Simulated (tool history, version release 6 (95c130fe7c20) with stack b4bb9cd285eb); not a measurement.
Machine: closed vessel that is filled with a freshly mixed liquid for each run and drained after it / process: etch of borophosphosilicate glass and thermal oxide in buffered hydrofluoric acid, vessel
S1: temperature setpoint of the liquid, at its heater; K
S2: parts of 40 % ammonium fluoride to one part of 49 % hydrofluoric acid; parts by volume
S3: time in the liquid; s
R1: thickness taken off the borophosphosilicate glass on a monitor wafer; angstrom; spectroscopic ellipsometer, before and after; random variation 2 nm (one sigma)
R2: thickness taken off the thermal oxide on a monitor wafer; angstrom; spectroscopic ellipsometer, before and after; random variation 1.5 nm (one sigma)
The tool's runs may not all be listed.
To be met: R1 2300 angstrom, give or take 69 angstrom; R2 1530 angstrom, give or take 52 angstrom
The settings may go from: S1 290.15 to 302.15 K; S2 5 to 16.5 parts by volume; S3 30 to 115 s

| run | hour | S1 | S2 | S3 | R1 | R2 |
|---|---|---|---|---|---|---|
| 1 | 0 | 294.15 | 10 | 60 | 949.61 | 631.85 |
| 2 | 7.3 | 295.15 | 9.5 | 60 | 1049.6 | 699.83 |
| 3 | 8.5 | 296.15 | 9 | 60 | 1153.5 | 760.02 |
| 4 | 15.2 | 297.15 | 8.5 | 60 | 1258.2 | 845.91 |
| 5 | 18.2 | 297.65 | 8 | 60 | 1440.4 | 949.08 |
| 6 | 25.5 | 298.15 | 7.5 | 60 | 1539.5 | 1036.6 |
| 7 | 31 | 298.65 | 7.5 | 60 | 1605.9 | 1058.7 |
| 8 | 37.5 | 299.15 | 7.5 | 60 | 1642.3 | 1082.1 |
| 9 | 42.6 | 299.65 | 7 | 60 | 1811.4 | 1201 |
| 10 | 46.2 | 300.15 | 7 | 60 | 1862.7 | 1234.2 |
| 11 | 50.7 | 300.65 | 7 | 60 | 1892.6 | 1269 |
| 12 | 59.5 | 301.65 | 6.5 | 60 | 2138.8 | 1429.2 |
| 13 | 67.3 | 302.15 | 6.5 | 60 | 2190.2 | 1476.5 |
| 14 | 69.8 | 302.15 | 6 | 60 | 2379.9 | 1586.7 |

Exactly one of the 4 candidate moves below puts every result within its allowed miss. Which one?
| A | 72.3 | 300.15 | 7.5 | 80 | ? | ? |
| B | 72.3 | 302.15 | 5 | 55 | ? | ? |
| C | 72.3 | 297.65 | 6 | 80 | ? | ? |
| D | 72.3 | 302.15 | 8.5 | 90 | ? | ? |

| move | R1 | R2 |
|---|---|---|
| A | 2337.8 | 1525.8 |
| B | 2582.5 | 1674.6 |
| C | 2529.3 | 1642 |
| D | 2547.8 | 1667 |
A: each result inside its tolerance
B: further off than the last run
C: further off than the last run
D: further off than the last run
Move A is the one to make.
